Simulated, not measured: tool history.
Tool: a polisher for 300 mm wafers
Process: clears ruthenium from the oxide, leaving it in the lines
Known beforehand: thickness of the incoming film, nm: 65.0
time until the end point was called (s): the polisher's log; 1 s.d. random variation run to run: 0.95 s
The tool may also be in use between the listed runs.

run	hour	flow of slurry (ml/min)	pressure of the wafer on the pad (kPa)	speed of the pad under the wafer (cm/s)	overpolish time after the end point (s)	time until the end point was called (s)
1	0	195	9.7	100	5	97.561
2	6.3	195	7.6	100	5	114.2
3	8.3	195	9.7	102	5	90.332
4	11.7	195	10.3	104	5	86.571
5	13	195	11	106	5	81.698
6	14.2	195	11	106	5	80.394
7	17.5	195	11.7	108	5	73.846
8	25.3	195	12.4	108	5	71.986
9	28.2	195	13.1	108	5	68.168
10	29.4	195	13.1	108	5	69.52
11	35.8	195	13.8	110	5	63.531

Expected results for the next run?
12	39.7	195	14.5	110	5	?

Logged for run 12: time until the end point was called (s) 62.136.

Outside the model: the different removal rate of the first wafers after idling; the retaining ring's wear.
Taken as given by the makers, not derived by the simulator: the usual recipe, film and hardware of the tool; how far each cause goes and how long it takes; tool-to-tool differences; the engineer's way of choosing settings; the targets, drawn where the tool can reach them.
